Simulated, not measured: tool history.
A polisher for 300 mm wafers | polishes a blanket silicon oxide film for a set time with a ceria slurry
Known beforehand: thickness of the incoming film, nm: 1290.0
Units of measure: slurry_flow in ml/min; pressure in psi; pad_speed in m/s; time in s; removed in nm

Run 1, hour 0: slurry_flow 185 ml/min, pressure 2.6 psi, pad_speed 0.94 m/s, time 57 s. Result: removed 212.08 nm.
Run 2, hour 3.5: slurry_flow 185 ml/min, pressure 2.5 psi, pad_speed 0.94 m/s, time 57 s. Result: removed 202.45 nm.
Run 3, hour 6.5: slurry_flow 185 ml/min, pressure 2.4 psi, pad_speed 0.94 m/s, time 57 s. Result: removed 198.42 nm.
Run 4, hour 13.1: slurry_flow 185 ml/min, pressure 2.4 psi, pad_speed 1.08 m/s, time 57 s. Result: removed 226.27 nm.
Run 5, hour 18.1: slurry_flow 225 ml/min, pressure 2.4 psi, pad_speed 1.08 m/s, time 57 s. Result: removed 231.27 nm.
Run 6, hour 26.3: slurry_flow 225 ml/min, pressure 2.2 psi, pad_speed 1.08 m/s, time 57 s. Result: removed 210.2 nm.

What will run 7 give?
Run 7, hour 34.4: slurry_flow 225 ml/min, pressure 2.1 psi, pad_speed 1.08 m/s, time 57 s. Result: removed ?.

{"run 7": {"removed": 204.72}}
